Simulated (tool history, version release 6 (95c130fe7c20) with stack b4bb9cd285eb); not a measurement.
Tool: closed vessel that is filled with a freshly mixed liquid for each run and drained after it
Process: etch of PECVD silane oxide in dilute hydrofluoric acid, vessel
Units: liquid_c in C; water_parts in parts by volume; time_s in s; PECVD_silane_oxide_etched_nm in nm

| run | hour | liquid_c | water_parts | time_s | PECVD_silane_oxide_etched_nm |
|---|---|---|---|---|---|
| 1 | 0 | 20 | 110 | 180 | 38.794 |
| 2 | 7.3 | 20 | 110 | 195 | 42.934 |
| 3 | 16 | 20 | 130 | 195 | 35.351 |
| 4 | 19.6 | 21.5 | 130 | 195 | 37.591 |
| 5 | 23.5 | 21.5 | 160 | 195 | 29.088 |
| 6 | 29 | 24 | 160 | 195 | 32.479 |

Run 7 comes next. What will it give?
| 7 | 35 | 24.5 | 150 | 195 | ? |

Run 7 gave PECVD_silane_oxide_etched_nm 35.642 nm.
